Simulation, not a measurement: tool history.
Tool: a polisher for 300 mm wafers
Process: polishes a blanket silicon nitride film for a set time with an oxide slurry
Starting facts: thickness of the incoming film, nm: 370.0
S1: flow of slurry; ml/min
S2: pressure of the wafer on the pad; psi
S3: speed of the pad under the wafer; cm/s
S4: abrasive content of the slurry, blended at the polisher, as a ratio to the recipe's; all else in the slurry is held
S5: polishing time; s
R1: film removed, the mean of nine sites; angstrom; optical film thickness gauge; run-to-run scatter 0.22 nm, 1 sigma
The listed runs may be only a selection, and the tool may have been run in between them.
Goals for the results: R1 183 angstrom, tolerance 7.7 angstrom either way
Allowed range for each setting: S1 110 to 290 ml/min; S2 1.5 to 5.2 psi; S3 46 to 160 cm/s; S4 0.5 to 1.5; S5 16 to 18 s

{"run": 1, "hour": 0.0, "S1": 185, "S2": 3.3, "S3": 102, "S4": 1, "S5": 18, "R1": 124.82}
{"run": 2, "hour": 5.3, "S1": 160, "S2": 3.3, "S3": 102, "S4": 1, "S5": 18, "R1": 121.26}
{"run": 3, "hour": 12.8, "S1": 160, "S2": 3.3, "S3": 102, "S4": 1.2, "S5": 18, "R1": 131.96}
{"run": 4, "hour": 16.0, "S1": 115, "S2": 3.3, "S3": 102, "S4": 1.2, "S5": 18, "R1": 124.47}
{"run": 5, "hour": 22.3, "S1": 125, "S2": 3.5, "S3": 102, "S4": 1.2, "S5": 18, "R1": 135.39}
{"run": 6, "hour": 23.9, "S1": 125, "S2": 3.5, "S3": 102, "S4": 1.2, "S5": 16, "R1": 115.88}
{"run": 7, "hour": 26.2, "S1": 135, "S2": 3.7, "S3": 102, "S4": 1.2, "S5": 16, "R1": 129.14}
{"run": 8, "hour": 32.7, "S1": 145, "S2": 3.9, "S3": 102, "S4": 1.2, "S5": 16, "R1": 139.06}
{"run": 9, "hour": 37.7, "S1": 155, "S2": 4, "S3": 102, "S4": 1.2, "S5": 16, "R1": 141.38}
{"run": 10, "hour": 42.2, "S1": 160, "S2": 4.1, "S3": 102, "S4": 1.2, "S5": 16, "R1": 145.02}
{"run": 11, "hour": 47.5, "S1": 165, "S2": 4.2, "S3": 102, "S4": 1.2, "S5": 16, "R1": 151.26}
{"run": 12, "hour": 49.3, "S1": 170, "S2": 4.3, "S3": 102, "S4": 1.2, "S5": 16, "R1": 154.12}
{"run": 13, "hour": 52.8, "S1": 175, "S2": 4.4, "S3": 102, "S4": 1.2, "S5": 16, "R1": 160.21}
{"run": 14, "hour": 55.2, "S1": 180, "S2": 4.5, "S3": 102, "S4": 1.2, "S5": 16, "R1": 163.03}
{"run": 15, "hour": 60.4, "S1": 185, "S2": 4.6, "S3": 102, "S4": 1.2, "S5": 16, "R1": 167.1}
{"run": 16, "hour": 68.0, "S1": 185, "S2": 4.7, "S3": 102, "S4": 1.2, "S5": 16, "R1": 167.09}
{"run": 17, "hour": 75.8, "S1": 185, "S2": 4.8, "S3": 102, "S4": 1.2, "S5": 16, "R1": 177.22}

Exercise: of the 4 proposed moves below, exactly one satisfies all targets within the stated allowed misses. Which move is it?
{"run": "A", "hour": 83.6, "S1": 260, "S2": 5, "S3": 92, "S4": 1, "S5": 18, "R1": "?"}
{"run": "B", "hour": 83.6, "S1": 205, "S2": 4.3, "S3": 98, "S4": 1.1, "S5": 18, "R1": "?"}
{"run": "C", "hour": 83.6, "S1": 200, "S2": 4.7, "S3": 96, "S4": 1.15, "S5": 17, "R1": "?"}
{"run": "D", "hour": 83.6, "S1": 170, "S2": 4.6, "S3": 100, "S4": 1.2, "S5": 16, "R1": "?"}

move=A R1=179.54
move=B R1=165.86
move=C R1=171.02
move=D R1=161.81
A: each result inside its tolerance
B: its largest miss is bigger than the last run's
C: its largest miss is bigger than the last run's
D: its largest miss is bigger than the last run's
A is the move that brings every result within its allowed miss.
